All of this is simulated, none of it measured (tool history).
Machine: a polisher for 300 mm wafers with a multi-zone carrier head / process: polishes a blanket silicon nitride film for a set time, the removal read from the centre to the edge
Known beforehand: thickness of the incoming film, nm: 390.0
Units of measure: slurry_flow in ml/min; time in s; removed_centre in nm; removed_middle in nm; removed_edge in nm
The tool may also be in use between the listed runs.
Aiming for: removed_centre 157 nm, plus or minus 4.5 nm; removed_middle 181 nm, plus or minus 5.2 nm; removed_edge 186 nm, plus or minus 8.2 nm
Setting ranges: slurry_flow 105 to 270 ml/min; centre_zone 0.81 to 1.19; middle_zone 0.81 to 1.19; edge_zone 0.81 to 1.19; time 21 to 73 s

run 1 hour=0 | slurry_flow=175 centre_zone=1 middle_zone=1 edge_zone=1 time=47 | removed_centre=142 removed_middle=138.18 removed_edge=138.35
run 2 hour=8 | slurry_flow=155 centre_zone=1 middle_zone=1 edge_zone=1 time=47 | removed_centre=139.22 removed_middle=135.6 removed_edge=134.55
run 3 hour=10.3 | slurry_flow=175 centre_zone=0.98 middle_zone=1.02 edge_zone=1.05 time=48 | removed_centre=141.96 removed_middle=140.36 removed_edge=142.59
run 4 hour=13.2 | slurry_flow=190 centre_zone=0.95 middle_zone=1.04 edge_zone=1.08 time=50 | removed_centre=143.12 removed_middle=154.32 removed_edge=154.63
run 5 hour=21.5 | slurry_flow=190 centre_zone=0.99 middle_zone=1.04 edge_zone=1.08 time=50 | removed_centre=151.14 removed_middle=151.87 removed_edge=154.03
run 6 hour=23.9 | slurry_flow=205 centre_zone=0.97 middle_zone=1.05 edge_zone=1.11 time=51 | removed_centre=152.81 removed_middle=159.31 removed_edge=156.24
run 7 hour=28.5 | slurry_flow=195 centre_zone=0.95 middle_zone=1.05 edge_zone=1.12 time=53 | removed_centre=152.19 removed_middle=165.15 removed_edge=164.42
run 8 hour=35.5 | slurry_flow=200 centre_zone=0.94 middle_zone=1.04 edge_zone=1.14 time=54 | removed_centre=154.13 removed_middle=165.63 removed_edge=172.13
run 9 hour=39.6 | slurry_flow=205 centre_zone=0.93 middle_zone=1.05 edge_zone=1.15 time=55 | removed_centre=154.13 removed_middle=174.17 removed_edge=174.38
run 10 hour=44.5 | slurry_flow=205 centre_zone=0.93 middle_zone=1.05 edge_zone=1.16 time=56 | removed_centre=160 removed_middle=174.52 removed_edge=172.36

Pick the move, out of 4, that brings all results within their allowed miss; only one does.
run A hour=49.4 | slurry_flow=220 centre_zone=0.98 middle_zone=1.17 edge_zone=1.05 time=54 | removed_centre=? removed_middle=? removed_edge=?
run B hour=49.4 | slurry_flow=260 centre_zone=0.85 middle_zone=1.01 edge_zone=1.12 time=58 | removed_centre=? removed_middle=? removed_edge=?
run C hour=49.4 | slurry_flow=215 centre_zone=0.86 middle_zone=1.19 edge_zone=1.12 time=55 | removed_centre=? removed_middle=? removed_edge=?
run D hour=49.4 | slurry_flow=175 centre_zone=1.01 middle_zone=1.12 edge_zone=1.17 time=52 | removed_centre=? removed_middle=? removed_edge=?

move=A removed_centre=163.9 removed_middle=187.9 removed_edge=164.36
move=B removed_centre=155.68 removed_middle=181.59 removed_edge=185.45
move=C removed_centre=145.88 removed_middle=193.75 removed_edge=172.5
move=D removed_centre=157 removed_middle=168.8 removed_edge=163.46
A: the biggest miss grows against the last run
B: every result within its allowed miss
C: the biggest miss grows against the last run
D: the biggest miss grows against the last run
The right move is B.
